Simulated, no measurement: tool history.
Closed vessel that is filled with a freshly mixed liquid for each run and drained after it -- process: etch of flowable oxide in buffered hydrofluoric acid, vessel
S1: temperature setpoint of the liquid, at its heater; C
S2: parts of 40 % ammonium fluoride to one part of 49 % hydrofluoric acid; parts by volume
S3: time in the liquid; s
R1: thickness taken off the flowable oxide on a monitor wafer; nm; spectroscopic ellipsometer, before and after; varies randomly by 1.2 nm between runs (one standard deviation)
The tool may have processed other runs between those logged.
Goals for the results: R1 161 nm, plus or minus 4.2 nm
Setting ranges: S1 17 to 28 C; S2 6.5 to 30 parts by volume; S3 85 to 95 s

run 1 hour=0 | S1=20 S2=18.5 S3=85 | R1=96.36
run 2 hour=5.7 | S1=17 S2=18.5 S3=85 | R1=82.797
run 3 hour=11.5 | S1=19.5 S2=18 S3=85 | R1=96.207
run 4 hour=19.7 | S1=19.5 S2=18 S3=85 | R1=98.407
run 5 hour=24.4 | S1=19.5 S2=18 S3=95 | R1=109.22
run 6 hour=30.5 | S1=19.5 S2=18 S3=85 | R1=97.319
run 7 hour=36.8 | S1=21.5 S2=17.5 S3=85 | R1=112.09
run 8 hour=43.3 | S1=23 S2=17.5 S3=85 | R1=122.79
run 9 hour=44.5 | S1=24 S2=17.5 S3=85 | R1=128.52
run 10 hour=53 | S1=25 S2=17.5 S3=85 | R1=133.59
run 11 hour=54.9 | S1=25.5 S2=17.5 S3=85 | R1=137.82
run 12 hour=57.4 | S1=26 S2=17.5 S3=85 | R1=145.56

Which of these 4 next moves meets every target?
run A hour=59.9 | S1=28 S2=18.5 S3=90 | R1=?
run B hour=59.9 | S1=26.5 S2=18 S3=90 | R1=?
run C hour=59.9 | S1=25 S2=14 S3=85 | R1=?
run D hour=59.9 | S1=21 S2=12.5 S3=85 | R1=?

move=A R1=161.16
move=B R1=152.78
move=C R1=170.34
move=D R1=152.79
A: every result lands within tolerance
B: gains on the last run, yet a result remains outside its allowed miss
C: takes the biggest miss from the last run beyond its target
D: gains on the last run, yet a result remains outside its allowed miss
The move that meets every target is A.

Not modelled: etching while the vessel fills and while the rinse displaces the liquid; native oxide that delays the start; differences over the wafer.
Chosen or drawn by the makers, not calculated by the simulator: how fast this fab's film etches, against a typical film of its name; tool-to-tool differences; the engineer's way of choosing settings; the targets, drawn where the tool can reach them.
